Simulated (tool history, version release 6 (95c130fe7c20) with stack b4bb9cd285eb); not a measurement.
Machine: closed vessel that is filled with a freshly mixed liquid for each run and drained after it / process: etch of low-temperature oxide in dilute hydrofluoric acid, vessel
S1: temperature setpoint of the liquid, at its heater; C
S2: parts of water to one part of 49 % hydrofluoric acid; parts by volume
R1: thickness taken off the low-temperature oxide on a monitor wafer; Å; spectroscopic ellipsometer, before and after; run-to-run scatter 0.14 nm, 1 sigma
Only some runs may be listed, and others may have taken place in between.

{"run": 1, "hour": 0.0, "S1": 23.0, "S2": 50, "time in the liquid (s)": 95, "R1": 192.08}
{"run": 2, "hour": 6.0, "S1": 21.5, "S2": 50, "time in the liquid (s)": 95, "R1": 178.47}
{"run": 3, "hour": 12.5, "S1": 19.5, "S2": 50, "time in the liquid (s)": 95, "R1": 165.25}
{"run": 4, "hour": 14.2, "S1": 19.5, "S2": 50, "time in the liquid (s)": 95, "R1": 166.9}
{"run": 5, "hour": 19.2, "S1": 19.0, "S2": 50, "time in the liquid (s)": 95, "R1": 159.9}
{"run": 6, "hour": 23.2, "S1": 18.5, "S2": 50, "time in the liquid (s)": 95, "R1": 158.79}
{"run": 7, "hour": 30.8, "S1": 18.0, "S2": 50, "time in the liquid (s)": 95, "R1": 156.18}

What does the tool deliver on the next run?
{"run": 8, "hour": 35.3, "S1": 17.5, "S2": 50, "time in the liquid (s)": 95, "R1": "?"}

Logged for run 8: R1 153.97 Å.
